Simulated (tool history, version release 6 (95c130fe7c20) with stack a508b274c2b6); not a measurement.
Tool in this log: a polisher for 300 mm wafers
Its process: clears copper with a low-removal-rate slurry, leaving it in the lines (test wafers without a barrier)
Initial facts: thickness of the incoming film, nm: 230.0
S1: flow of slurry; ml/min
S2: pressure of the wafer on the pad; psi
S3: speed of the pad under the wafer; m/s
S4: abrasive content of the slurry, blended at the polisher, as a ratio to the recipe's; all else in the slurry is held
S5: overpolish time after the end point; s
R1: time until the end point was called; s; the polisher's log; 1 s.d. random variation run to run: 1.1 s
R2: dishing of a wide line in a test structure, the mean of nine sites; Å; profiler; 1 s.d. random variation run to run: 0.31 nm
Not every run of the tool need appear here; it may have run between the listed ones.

run 1 hour=0.0 | S1=175 S2=2.2 S3=0.98 S4=1.0 S5=23 | R1=117.34 R2=205.49
run 2 hour=4.1 | S1=175 S2=2.2 S3=0.98 S4=0.9 S5=23 | R1=122.07 R2=198.55
run 3 hour=7.1 | S1=175 S2=2.2 S3=0.82 S4=0.9 S5=23 | R1=141.14 R2=177.91
run 4 hour=15.9 | S1=175 S2=2.2 S3=0.92 S4=0.9 S5=23 | R1=128.04 R2=183.82
run 5 hour=22.7 | S1=135 S2=2.2 S3=0.92 S4=0.9 S5=23 | R1=128.71 R2=187.85
run 6 hour=29.1 | S1=135 S2=2.4 S3=0.92 S4=0.9 S5=20 | R1=124.24 R2=175.41

Estimate the outcome of run 7 from the log above:
run 7 hour=32.6 | S1=135 S2=2.6 S3=0.96 S4=0.9 S5=18 | R1=? R2=?

R1: 113.26 s
R2: 176.76 Å
